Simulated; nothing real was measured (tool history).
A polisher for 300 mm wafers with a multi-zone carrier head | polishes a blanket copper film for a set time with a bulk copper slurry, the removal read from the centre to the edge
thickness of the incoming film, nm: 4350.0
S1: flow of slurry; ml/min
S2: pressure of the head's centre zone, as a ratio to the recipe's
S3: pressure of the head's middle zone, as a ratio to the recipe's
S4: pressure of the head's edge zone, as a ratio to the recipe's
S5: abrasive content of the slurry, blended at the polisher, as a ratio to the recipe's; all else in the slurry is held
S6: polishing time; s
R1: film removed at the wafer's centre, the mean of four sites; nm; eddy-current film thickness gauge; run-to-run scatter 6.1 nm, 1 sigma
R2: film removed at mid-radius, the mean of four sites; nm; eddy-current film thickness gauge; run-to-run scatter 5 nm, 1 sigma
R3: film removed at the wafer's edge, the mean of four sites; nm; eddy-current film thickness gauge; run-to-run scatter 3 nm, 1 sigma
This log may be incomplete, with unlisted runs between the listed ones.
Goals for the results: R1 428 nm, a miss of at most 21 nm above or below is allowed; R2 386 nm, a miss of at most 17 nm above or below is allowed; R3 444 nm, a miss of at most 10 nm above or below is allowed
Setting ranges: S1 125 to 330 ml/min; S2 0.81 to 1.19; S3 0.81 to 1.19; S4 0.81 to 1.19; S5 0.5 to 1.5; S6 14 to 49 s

run,hour,S1,S2,S3,S4,S5,S6,R1,R2,R3
1,0,210,1,1,1,1,31,393.13,388.99,387.79
2,5.7,210,1,1,1,1.2,31,394.73,404.25,395.11
3,12,210,1.06,1,1,1.2,31,428.73,409.35,395.27
4,20.6,220,1.05,0.97,1.04,1.2,31,423.66,397.85,405.14
5,28.7,220,0.97,0.97,1.04,1.2,31,387.3,413.05,400.04
6,31.6,210,0.99,0.92,1.08,1.2,32,410.7,401.62,419.98
7,37,210,1,0.9,1.11,1.2,32,413.26,389.37,426.75
8,37.5,215,1.01,0.89,1.13,1.2,32,426.48,394.58,430.62

Below are 4 possible settings for the next run. Only one of them brings all results inside the allowed miss of their targets. Which is it?
A,38,330,1.01,0.91,0.92,1.4,30,?,?,?
B,38,255,1.13,0.96,1.16,1.15,30,?,?,?
C,38,195,1.05,0.87,1.18,1.25,32,?,?,?
D,38,275,1.11,0.87,1.14,1.1,31,?,?,?

move,R1,R2,R3
A,424.95,403.83,391.51
B,432.21,392.79,413.38
C,424.77,384.62,438.72
D,441.72,382.15,423.6
A: moves away from the targets compared with the last run
B: moves away from the targets compared with the last run
C: each result inside its tolerance
D: moves away from the targets compared with the last run
C meets every target.
